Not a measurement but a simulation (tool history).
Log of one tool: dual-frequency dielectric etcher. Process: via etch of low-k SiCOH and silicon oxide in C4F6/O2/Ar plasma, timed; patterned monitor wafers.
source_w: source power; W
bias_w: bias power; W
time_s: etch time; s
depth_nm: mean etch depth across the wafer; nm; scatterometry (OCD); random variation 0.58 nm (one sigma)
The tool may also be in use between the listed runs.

{"run": 1, "hour": 0.0, "source_w": 300, "bias_w": 138, "time_s": 44, "depth_nm": 103.49}
{"run": 2, "hour": 6.1, "source_w": 320, "bias_w": 141, "time_s": 44, "depth_nm": 106.74}
{"run": 3, "hour": 13.6, "source_w": 320, "bias_w": 141, "time_s": 40, "depth_nm": 97.326}
{"run": 4, "hour": 20.3, "source_w": 340, "bias_w": 151, "time_s": 41, "depth_nm": 105.21}
{"run": 5, "hour": 24.5, "source_w": 340, "bias_w": 151, "time_s": 40, "depth_nm": 102.75}
{"run": 6, "hour": 33.4, "source_w": 340, "bias_w": 132, "time_s": 40, "depth_nm": 97.665}
{"run": 7, "hour": 35.3, "source_w": 350, "bias_w": 143, "time_s": 40.5, "depth_nm": 103.02}

The next listed run, before its measurement:
{"run": 8, "hour": 39.7, "source_w": 360, "bias_w": 150, "time_s": 41, "depth_nm": "?"}

{"run 8": {"depth_nm": 105.98}}

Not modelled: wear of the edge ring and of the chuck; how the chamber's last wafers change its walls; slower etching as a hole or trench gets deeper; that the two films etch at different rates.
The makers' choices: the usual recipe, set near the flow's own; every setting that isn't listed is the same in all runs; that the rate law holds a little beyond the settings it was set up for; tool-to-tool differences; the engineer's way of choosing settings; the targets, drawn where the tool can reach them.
